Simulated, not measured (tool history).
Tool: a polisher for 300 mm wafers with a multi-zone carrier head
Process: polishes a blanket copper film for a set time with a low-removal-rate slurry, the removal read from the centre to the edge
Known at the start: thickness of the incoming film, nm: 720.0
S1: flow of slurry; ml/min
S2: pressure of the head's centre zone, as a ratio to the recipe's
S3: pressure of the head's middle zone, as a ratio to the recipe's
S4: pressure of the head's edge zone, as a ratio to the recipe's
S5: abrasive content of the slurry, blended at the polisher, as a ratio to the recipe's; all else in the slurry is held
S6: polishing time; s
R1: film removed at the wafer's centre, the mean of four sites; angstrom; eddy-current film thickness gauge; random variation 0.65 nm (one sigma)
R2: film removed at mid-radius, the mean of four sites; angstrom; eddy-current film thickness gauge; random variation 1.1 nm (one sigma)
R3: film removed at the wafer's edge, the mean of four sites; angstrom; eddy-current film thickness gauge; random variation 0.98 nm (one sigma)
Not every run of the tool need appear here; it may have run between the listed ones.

run 1 hour=0 | S1=170 S2=1 S3=1 S4=1 S5=1 S6=41 | R1=939.51 R2=976.68 R3=998.33
run 2 hour=6.2 | S1=170 S2=1 S3=0.96 S4=1 S5=1 S6=41 | R1=936.69 R2=924.73 R3=992.75
run 3 hour=7.7 | S1=170 S2=1 S3=0.96 S4=1 S5=1 S6=48 | R1=1106.1 R2=1091.9 R3=1177.6
run 4 hour=15.8 | S1=200 S2=1 S3=0.96 S4=1 S5=1 S6=48 | R1=1183 R2=1142.7 R3=1208.9
run 5 hour=17.2 | S1=195 S2=0.98 S3=0.95 S4=0.98 S5=0.95 S6=47 | R1=1087.1 R2=1095.6 R3=1177.6
run 6 hour=19.4 | S1=190 S2=0.98 S3=0.95 S4=0.97 S5=0.9 S6=46 | R1=1034.1 R2=1037.4 R3=1111.7
run 7 hour=25.5 | S1=185 S2=0.98 S3=0.95 S4=0.95 S5=0.85 S6=45 | R1=999.77 R2=971.82 R3=1036.7
run 8 hour=31.1 | S1=175 S2=0.96 S3=0.95 S4=0.93 S5=0.8 S6=45 | R1=955 R2=976.36 R3=1023.9
run 9 hour=37.9 | S1=170 S2=0.95 S3=0.94 S4=0.92 S5=0.75 S6=45 | R1=915.34 R2=911.28 R3=983.79
run 10 hour=46 | S1=160 S2=0.94 S3=0.94 S4=0.91 S5=0.75 S6=45 | R1=883.94 R2=905.48 R3=980.08
run 11 hour=48.6 | S1=155 S2=0.93 S3=0.94 S4=0.9 S5=0.7 S6=45 | R1=843.48 R2=893.25 R3=956.22
run 12 hour=54.9 | S1=150 S2=0.93 S3=0.94 S4=0.89 S5=0.7 S6=45 | R1=847.34 R2=878.55 R3=930.89
run 13 hour=60.6 | S1=145 S2=0.92 S3=0.94 S4=0.89 S5=0.7 S6=45 | R1=817.13 R2=871.59 R3=935.03
run 14 hour=67.6 | S1=120 S2=0.9 S3=0.93 S4=0.82 S5=0.55 S6=44 | R1=667.74 R2=737.8 R3=794.11

What does the tool deliver on the next run?
run 15 hour=75.2 | S1=170 S2=0.91 S3=0.94 S4=0.86 S5=0.55 S6=44 | R1=? R2=? R3=?

Logged for run 15: R1 796.85 angstrom, R2 841.29 angstrom, R3 874.29 angstrom.

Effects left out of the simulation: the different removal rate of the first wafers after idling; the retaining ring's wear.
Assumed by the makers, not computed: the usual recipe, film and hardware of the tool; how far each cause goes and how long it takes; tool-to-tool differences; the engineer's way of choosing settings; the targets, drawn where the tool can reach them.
